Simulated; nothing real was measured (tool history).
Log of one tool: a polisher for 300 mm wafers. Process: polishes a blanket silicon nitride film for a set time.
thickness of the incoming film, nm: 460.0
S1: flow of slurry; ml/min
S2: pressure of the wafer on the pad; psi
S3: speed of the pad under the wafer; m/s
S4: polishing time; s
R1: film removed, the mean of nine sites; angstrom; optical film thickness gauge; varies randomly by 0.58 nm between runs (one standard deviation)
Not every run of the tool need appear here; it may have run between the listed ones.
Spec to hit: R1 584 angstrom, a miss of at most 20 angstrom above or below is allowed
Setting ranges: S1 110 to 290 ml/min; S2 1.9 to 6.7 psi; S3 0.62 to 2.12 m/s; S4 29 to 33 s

run 1 hour=0 | S1=185 S2=4.3 S3=1.36 S4=33 | R1=968.36
run 2 hour=7.7 | S1=185 S2=4.3 S3=1.68 S4=33 | R1=1139
run 3 hour=8.6 | S1=185 S2=3.8 S3=1.64 S4=33 | R1=1007.2
run 4 hour=17.5 | S1=185 S2=3.4 S3=1.6 S4=33 | R1=877.38
run 5 hour=19.6 | S1=185 S2=3.1 S3=1.6 S4=33 | R1=799.59
run 6 hour=21.8 | S1=185 S2=2.9 S3=1.6 S4=33 | R1=762.34
run 7 hour=22.6 | S1=185 S2=2.7 S3=1.6 S4=33 | R1=700.1
run 8 hour=26.1 | S1=175 S2=2 S3=1.6 S4=33 | R1=521.83
run 9 hour=27.4 | S1=180 S2=2 S3=1.6 S4=33 | R1=528.35
run 10 hour=32.2 | S1=190 S2=2 S3=1.6 S4=33 | R1=529.98
run 11 hour=33.8 | S1=190 S2=2.1 S3=1.6 S4=33 | R1=553.02

Exactly one of the 4 candidate moves below puts every result within its allowed miss. Which one?
run A hour=35.4 | S1=135 S2=2.1 S3=1.62 S4=31 | R1=?
run B hour=35.4 | S1=175 S2=3 S3=1.2 S4=29 | R1=?
run C hour=35.4 | S1=195 S2=2.2 S3=1.64 S4=29 | R1=?
run D hour=35.4 | S1=170 S2=2.2 S3=1.96 S4=29 | R1=?

move=A R1=507.12
move=B R1=542.03
move=C R1=524.98
move=D R1=595.47
A: the biggest miss grows against the last run
B: the biggest miss grows against the last run
C: the biggest miss grows against the last run
D: all results land within tolerance of their targets
Correct choice: D, which meets every target
